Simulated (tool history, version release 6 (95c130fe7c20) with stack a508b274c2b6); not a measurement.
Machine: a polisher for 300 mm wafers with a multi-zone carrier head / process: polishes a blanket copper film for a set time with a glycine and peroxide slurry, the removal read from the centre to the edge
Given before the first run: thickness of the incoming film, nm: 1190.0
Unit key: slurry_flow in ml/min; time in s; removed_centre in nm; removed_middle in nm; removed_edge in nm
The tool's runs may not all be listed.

| run | hour | slurry_flow | centre_zone | middle_zone | edge_zone | time | removed_centre | removed_middle | removed_edge |
|---|---|---|---|---|---|---|---|---|---|
| 1 | 0 | 190 | 1 | 1 | 1 | 46 | 178.19 | 181.58 | 181.06 |
| 2 | 5.2 | 185 | 0.99 | 0.99 | 0.99 | 46 | 174.5 | 181.07 | 183.52 |
| 3 | 11.3 | 185 | 0.99 | 0.98 | 0.99 | 45 | 171.28 | 177.27 | 179.39 |
| 4 | 20.2 | 165 | 0.99 | 0.98 | 0.99 | 45 | 167.27 | 169.54 | 173.97 |
| 5 | 25.5 | 160 | 0.99 | 0.98 | 0.98 | 45 | 165.52 | 171.99 | 175.54 |
| 6 | 26.8 | 160 | 0.99 | 0.97 | 0.98 | 44 | 163.75 | 168.24 | 170.12 |
| 7 | 35.5 | 135 | 0.92 | 0.88 | 0.94 | 42 | 138.71 | 142.01 | 154.26 |
| 8 | 44.4 | 140 | 0.92 | 0.88 | 0.94 | 42 | 139.6 | 138.3 | 156.77 |

Run 9 is up next; what results do you expect?
| 9 | 51.3 | 140 | 0.92 | 0.89 | 0.94 | 42 | ? | ? | ? |

Run 9 yielded removed_centre 141.53 nm, removed_middle 144.66 nm, removed_edge 158.72 nm.

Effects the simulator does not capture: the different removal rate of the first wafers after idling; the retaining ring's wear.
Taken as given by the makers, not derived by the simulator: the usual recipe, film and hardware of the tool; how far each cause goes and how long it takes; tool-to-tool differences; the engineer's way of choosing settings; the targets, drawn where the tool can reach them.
